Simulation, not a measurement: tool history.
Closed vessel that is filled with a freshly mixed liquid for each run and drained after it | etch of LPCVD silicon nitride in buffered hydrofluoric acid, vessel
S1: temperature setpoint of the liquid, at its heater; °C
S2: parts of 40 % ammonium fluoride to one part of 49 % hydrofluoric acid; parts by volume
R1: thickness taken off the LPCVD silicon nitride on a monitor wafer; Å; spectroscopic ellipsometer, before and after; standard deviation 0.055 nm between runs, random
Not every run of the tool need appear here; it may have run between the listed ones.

run 1 hour=0.0 | S1=24.0 S2=17.5 time_in_the_liquid_(s)=655 | R1=53.955
run 2 hour=2.7 | S1=26.5 S2=16.5 time_in_the_liquid_(s)=655 | R1=65.637
run 3 hour=10.0 | S1=28.5 S2=16.0 time_in_the_liquid_(s)=655 | R1=76.534
run 4 hour=14.5 | S1=26.0 S2=16.0 time_in_the_liquid_(s)=655 | R1=66.201
run 5 hour=18.4 | S1=28.0 S2=16.0 time_in_the_liquid_(s)=655 | R1=74.623
run 6 hour=26.6 | S1=30.0 S2=16.0 time_in_the_liquid_(s)=655 | R1=82.236
run 7 hour=32.8 | S1=32.0 S2=15.0 time_in_the_liquid_(s)=655 | R1=98.979

Estimate the outcome of run 8 from the log above:
-- hour=40.4 thermometer replaced
run 8 hour=40.4 | S1=31.0 S2=15.0 time_in_the_liquid_(s)=655 | R1=?

Run 8 came out at R1 105.000 Å.
